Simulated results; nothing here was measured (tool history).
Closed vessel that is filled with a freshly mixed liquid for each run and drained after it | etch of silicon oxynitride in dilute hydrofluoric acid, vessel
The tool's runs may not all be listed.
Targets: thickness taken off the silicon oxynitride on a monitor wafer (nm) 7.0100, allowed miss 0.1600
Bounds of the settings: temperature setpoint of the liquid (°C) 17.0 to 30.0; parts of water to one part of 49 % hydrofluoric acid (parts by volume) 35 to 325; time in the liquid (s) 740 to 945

run  hour  temperature setpoint of the liquid (°C)  parts of water to one part of 49 % hydrofluoric acid (parts by volume)  time in the liquid (s)  thickness taken off the silicon oxynitride on a monitor wafer (nm)
  1   0.0                                     22.0                                                                     180                     945                                                              6.2631
  2   2.6                                     22.5                                                                     180                     945                                                              6.4086
  3   5.4                                     20.0                                                                     180                     945                                                              5.7055
  4  12.2                                     20.0                                                                     180                     945                                                              5.7630
  5  21.0                                     21.0                                                                     180                     945                                                              6.0186
  6  27.4                                     21.0                                                                     200                     945                                                              5.2994
  7  34.6                                     22.5                                                                     200                     945                                                              5.6164
  8  37.6                                     23.5                                                                     200                     945                                                              5.8983
  9  43.8                                     24.5                                                                     200                     945                                                              6.1373
 10  45.5                                     25.0                                                                     200                     945                                                              6.3445
 11  50.3                                     25.5                                                                     200                     945                                                              6.4979
 12  52.1                                     25.5                                                                     200                     945                                                              6.4286
 13  54.6                                     26.0                                                                     200                     945                                                              6.6240
 14  60.1                                     26.5                                                                     200                     945                                                              6.7273
 15  65.7                                     26.5                                                                     200                     945                                                              6.7615
 16  69.6                                     26.5                                                                     200                     945                                                              6.7355

Which of these 5 next moves meets every target?
  A  73.5                                     25.5                                                                     160                     740                                                                   ?
  B  73.5                                     27.5                                                                     195                     945                                                                   ?
  C  73.5                                     27.0                                                                     195                     875                                                                   ?
  D  73.5                                     29.5                                                                     215                     865                                                                   ?
  E  73.5                                     26.5                                                                     170                     810                                                                   ?

move  thickness taken off the silicon oxynitride on a monitor wafer (nm)
   A                                                              6.5432
   B                                                              7.2726
   C                                                              6.5899
   D                                                              6.4608
   E                                                              6.9900
A: further off than the last run
B: takes the result that was furthest off past its target
C: further off than the last run
D: further off than the last run
E: meets every target
Move E is the one to make.

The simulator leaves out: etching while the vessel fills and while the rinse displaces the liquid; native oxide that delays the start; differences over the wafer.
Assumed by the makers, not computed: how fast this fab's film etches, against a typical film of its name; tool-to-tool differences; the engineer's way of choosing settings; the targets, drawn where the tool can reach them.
